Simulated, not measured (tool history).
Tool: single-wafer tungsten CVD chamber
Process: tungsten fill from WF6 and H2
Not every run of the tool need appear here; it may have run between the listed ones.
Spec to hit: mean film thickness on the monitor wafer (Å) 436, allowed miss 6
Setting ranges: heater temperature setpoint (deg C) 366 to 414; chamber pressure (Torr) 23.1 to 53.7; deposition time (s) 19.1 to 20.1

run    day  heater temperature setpoint (deg C)  chamber pressure (Torr)  deposition time (s)  mean film thickness on the monitor wafer (Å)
  1      0                                  390                     38.4                 20.1                                        499.32
  2  0.212                                  388                     38.4                 20.1                                        480.19
  3  0.583                                  388                     38.4                 20.1                                         479.1
  4  0.729                                  388                     41.2                 20.1                                        502.06
  5  1.046                                  386                     41.2                 20.1                                        483.05
  6  1.146                                  386                     41.2                 19.1                                        458.58
  7  1.338                                  385                     41.2                 19.1                                        452.26
  8  1.488                                  384                     41.2                 19.1                                           443

Which single option among these 4 for the next run brings every result within its allowed miss of target? Just one does.
  A  1.638                                  383                     38.4                 19.9                                             ?
  B  1.638                                  383                     39.9                 20.1                                             ?
  C  1.638                                  389                     36.6                 19.1                                             ?
  D  1.638                                  385                     38.1                 20.1                                             ?

move  mean film thickness on the monitor wafer (Å)
   A                                        433.76
   B                                        448.77
   C                                        451.95
   D                                         452.9
A: in spec on every target
B: misses by more than the last run did
C: misses by more than the last run did
D: misses by more than the last run did
The move that meets every target is A.
